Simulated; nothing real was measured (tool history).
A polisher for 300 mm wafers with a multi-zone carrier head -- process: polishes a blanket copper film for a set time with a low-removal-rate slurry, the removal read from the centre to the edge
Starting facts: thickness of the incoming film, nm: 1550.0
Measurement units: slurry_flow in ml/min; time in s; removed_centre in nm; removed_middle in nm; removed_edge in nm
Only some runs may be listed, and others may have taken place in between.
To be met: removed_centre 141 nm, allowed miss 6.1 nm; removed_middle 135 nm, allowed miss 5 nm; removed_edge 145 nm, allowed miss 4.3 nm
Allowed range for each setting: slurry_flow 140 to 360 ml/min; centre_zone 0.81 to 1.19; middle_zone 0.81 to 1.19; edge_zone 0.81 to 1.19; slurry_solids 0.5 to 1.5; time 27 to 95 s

run  hour  slurry_flow  centre_zone  middle_zone  edge_zone  slurry_solids  time  removed_centre  removed_middle  removed_edge
  1     0          230            1            1          1              1    61          168.38          159.35        161.61
  2   6.9          230         0.92            1          1              1    61          158.28          159.32        162.84
  3    11          185         0.92            1          1              1    61          150.76           152.4        157.58
  4  13.8          180         0.92         0.99       0.99              1    61          150.36          149.49        157.09
  5  21.6          180         0.92         0.99       0.99           0.85    61          144.52          144.69        148.29
  6  24.1          180         0.92         0.99       0.99           0.85    74          175.24          172.52        180.71
  7  28.3          175         0.91         0.98       0.98            0.8    74          170.13          168.08        177.49
  8  36.7          175         0.91         0.97       0.97           0.75    73          163.52          161.21        170.49
  9  37.3          175         0.91         0.96       0.96            0.7    73          159.15          158.86        166.56
 10  44.2          175         0.91         0.95       0.95           0.65    73          155.79           152.6        162.17

Which of these 4 next moves meets every target?
  A  51.1          185         0.97         1.16       0.81           0.65    72               ?               ?             ?
  B  51.1          230         0.81          0.9       0.94            0.7    81               ?               ?             ?
  C  51.1          275          0.9         1.16        0.9            0.5    74               ?               ?             ?
  D  51.1          180         0.93         0.94       0.98            0.6    66               ?               ?             ?

move  removed_centre  removed_middle  removed_edge
   A          163.92           184.6        151.71
   B          175.95          177.49        192.32
   C          157.11          183.93        156.19
   D          141.72          137.24        147.75
A: moves away from the targets compared with the last run
B: moves away from the targets compared with the last run
C: moves away from the targets compared with the last run
D: each result inside its tolerance
Correct choice: D, which meets every target
